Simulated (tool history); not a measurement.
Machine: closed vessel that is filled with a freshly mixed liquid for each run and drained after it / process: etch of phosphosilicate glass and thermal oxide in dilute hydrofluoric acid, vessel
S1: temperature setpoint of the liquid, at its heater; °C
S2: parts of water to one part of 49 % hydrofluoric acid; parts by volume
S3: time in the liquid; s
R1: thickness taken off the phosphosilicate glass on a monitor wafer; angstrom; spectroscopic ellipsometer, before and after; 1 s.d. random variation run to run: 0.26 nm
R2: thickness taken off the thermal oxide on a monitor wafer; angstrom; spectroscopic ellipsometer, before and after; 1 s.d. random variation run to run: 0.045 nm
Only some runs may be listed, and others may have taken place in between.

run 1 hour=0 | S1=22 S2=145 S3=60 | R1=229.64 R2=14.317
run 2 hour=3.3 | S1=24.5 S2=140 S3=60 | R1=265.17 R2=16.481
run 3 hour=10.3 | S1=24.5 S2=100 S3=60 | R1=391.4 R2=25.338
run 4 hour=13.6 | S1=24.5 S2=120 S3=60 | R1=317.58 R2=19.939
run 5 hour=17.1 | S1=25.5 S2=120 S3=60 | R1=328.33 R2=20.695
run 6 hour=18.1 | S1=22 S2=120 S3=60 | R1=285.09 R2=18.475

Run 7 has not been measured yet. What should we expect?
run 7 hour=25.9 | S1=23.5 S2=120 S3=60 | R1=? R2=?

R1: 301.07 angstrom
R2: 18.914 angstrom

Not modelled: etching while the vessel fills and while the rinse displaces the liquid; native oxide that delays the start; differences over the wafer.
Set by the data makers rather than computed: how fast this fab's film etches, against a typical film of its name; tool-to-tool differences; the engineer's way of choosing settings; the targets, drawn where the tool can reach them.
